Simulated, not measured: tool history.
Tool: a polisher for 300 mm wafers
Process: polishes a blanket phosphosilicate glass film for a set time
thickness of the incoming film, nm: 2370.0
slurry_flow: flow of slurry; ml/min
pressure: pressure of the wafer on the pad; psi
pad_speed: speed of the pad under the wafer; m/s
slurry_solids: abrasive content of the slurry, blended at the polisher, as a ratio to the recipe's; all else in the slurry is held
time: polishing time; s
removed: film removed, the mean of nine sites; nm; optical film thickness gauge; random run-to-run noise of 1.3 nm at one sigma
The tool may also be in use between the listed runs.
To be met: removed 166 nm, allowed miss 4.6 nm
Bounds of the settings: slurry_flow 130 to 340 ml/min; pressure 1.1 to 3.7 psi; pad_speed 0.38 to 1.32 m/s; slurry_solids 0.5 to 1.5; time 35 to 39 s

{"run": 1, "hour": 0.0, "slurry_flow": 220, "pressure": 2.4, "pad_speed": 0.84, "slurry_solids": 1, "time": 39, "removed": 227.94}
{"run": 2, "hour": 2.5, "slurry_flow": 220, "pressure": 2.3, "pad_speed": 0.84, "slurry_solids": 1, "time": 39, "removed": 217.47}
{"run": 3, "hour": 6.2, "slurry_flow": 220, "pressure": 2.3, "pad_speed": 0.84, "slurry_solids": 1, "time": 39, "removed": 214.91}
{"run": 4, "hour": 12.3, "slurry_flow": 220, "pressure": 2.3, "pad_speed": 0.84, "slurry_solids": 1, "time": 39, "removed": 216.57}
{"run": 5, "hour": 19.0, "slurry_flow": 175, "pressure": 2.3, "pad_speed": 0.84, "slurry_solids": 1, "time": 39, "removed": 210.79}
{"run": 6, "hour": 23.3, "slurry_flow": 175, "pressure": 2.3, "pad_speed": 0.84, "slurry_solids": 1, "time": 39, "removed": 212.37}
{"run": 7, "hour": 26.6, "slurry_flow": 175, "pressure": 2.2, "pad_speed": 0.84, "slurry_solids": 1, "time": 39, "removed": 202.35}
{"run": 8, "hour": 31.3, "slurry_flow": 165, "pressure": 1.7, "pad_speed": 0.84, "slurry_solids": 1, "time": 39, "removed": 157.54}

Consider the 5 candidate settings below. Which is the only one whose results all fall within their allowed miss of target?
{"run": "A", "hour": 36.0, "slurry_flow": 135, "pressure": 1.7, "pad_speed": 0.78, "slurry_solids": 1.1, "time": 39, "removed": "?"}
{"run": "B", "hour": 36.0, "slurry_flow": 150, "pressure": 2, "pad_speed": 0.82, "slurry_solids": 1, "time": 39, "removed": "?"}
{"run": "C", "hour": 36.0, "slurry_flow": 165, "pressure": 1.8, "pad_speed": 0.9, "slurry_solids": 1, "time": 39, "removed": "?"}
{"run": "D", "hour": 36.0, "slurry_flow": 135, "pressure": 2, "pad_speed": 0.88, "slurry_solids": 1, "time": 37, "removed": "?"}
{"run": "E", "hour": 36.0, "slurry_flow": 190, "pressure": 2.3, "pad_speed": 0.66, "slurry_solids": 0.85, "time": 39, "removed": "?"}

move=A removed=149.33
move=B removed=175.63
move=C removed=171.47
move=D removed=172.35
move=E removed=165.13
A: further off than the last run
B: the result that was furthest off in the last run now lies on the other side of its target
C: the result that was furthest off in the last run now lies on the other side of its target
D: the result that was furthest off in the last run now lies on the other side of its target
E: every result within its allowed miss
Correct choice: E, which meets every target

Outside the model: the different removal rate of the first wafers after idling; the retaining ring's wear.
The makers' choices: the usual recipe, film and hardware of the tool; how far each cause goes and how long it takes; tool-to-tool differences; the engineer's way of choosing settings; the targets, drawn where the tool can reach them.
